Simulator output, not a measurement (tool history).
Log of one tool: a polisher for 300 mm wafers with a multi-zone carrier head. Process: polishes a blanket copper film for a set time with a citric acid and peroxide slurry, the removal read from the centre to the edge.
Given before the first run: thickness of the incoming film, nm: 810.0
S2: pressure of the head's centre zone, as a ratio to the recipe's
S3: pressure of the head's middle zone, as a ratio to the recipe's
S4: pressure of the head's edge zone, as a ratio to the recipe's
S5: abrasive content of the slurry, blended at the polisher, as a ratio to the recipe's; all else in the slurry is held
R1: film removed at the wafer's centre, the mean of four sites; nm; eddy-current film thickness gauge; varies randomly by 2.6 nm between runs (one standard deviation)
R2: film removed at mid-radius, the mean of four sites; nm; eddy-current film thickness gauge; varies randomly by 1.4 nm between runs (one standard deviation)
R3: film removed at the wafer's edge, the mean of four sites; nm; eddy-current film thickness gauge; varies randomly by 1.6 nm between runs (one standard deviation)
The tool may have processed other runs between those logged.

{"run": 1, "hour": 0.0, "flow of slurry (ml/min)": 170, "S2": 1, "S3": 1, "S4": 1, "S5": 1, "polishing time (s)": 65, "R1": 141.65, "R2": 137.29, "R3": 136.74}
{"run": 2, "hour": 8.3, "flow of slurry (ml/min)": 175, "S2": 0.98, "S3": 0.98, "S4": 1.05, "S5": 1.1, "polishing time (s)": 69, "R1": 151.71, "R2": 145.5, "R3": 152.01}
{"run": 3, "hour": 17.3, "flow of slurry (ml/min)": 180, "S2": 0.96, "S3": 0.97, "S4": 1.09, "S5": 1.2, "polishing time (s)": 72, "R1": 159.4, "R2": 160.61, "R3": 167.56}
{"run": 4, "hour": 22.2, "flow of slurry (ml/min)": 180, "S2": 0.9, "S3": 0.97, "S4": 1.09, "S5": 1.2, "polishing time (s)": 72, "R1": 150.21, "R2": 158.03, "R3": 166.2}
{"run": 5, "hour": 31.2, "flow of slurry (ml/min)": 180, "S2": 0.9, "S3": 0.97, "S4": 1.01, "S5": 1.2, "polishing time (s)": 72, "R1": 148, "R2": 157.97, "R3": 163.15}
{"run": 6, "hour": 32.5, "flow of slurry (ml/min)": 190, "S2": 0.9, "S3": 0.94, "S4": 1.04, "S5": 1.3, "polishing time (s)": 74, "R1": 161.97, "R2": 162.95, "R3": 172.85}
{"run": 7, "hour": 36.7, "flow of slurry (ml/min)": 190, "S2": 0.89, "S3": 0.92, "S4": 1.07, "S5": 1.35, "polishing time (s)": 76, "R1": 166.61, "R2": 165.52, "R3": 181.86}

The next listed run, before its measurement:
{"run": 8, "hour": 43.1, "flow of slurry (ml/min)": 190, "S2": 0.89, "S3": 0.92, "S4": 1.07, "S5": 1.35, "polishing time (s)": 76, "R1": "?", "R2": "?", "R3": "?"}

{"run 8": {"R1": 163.71, "R2": 165.35, "R3": 181.6}}

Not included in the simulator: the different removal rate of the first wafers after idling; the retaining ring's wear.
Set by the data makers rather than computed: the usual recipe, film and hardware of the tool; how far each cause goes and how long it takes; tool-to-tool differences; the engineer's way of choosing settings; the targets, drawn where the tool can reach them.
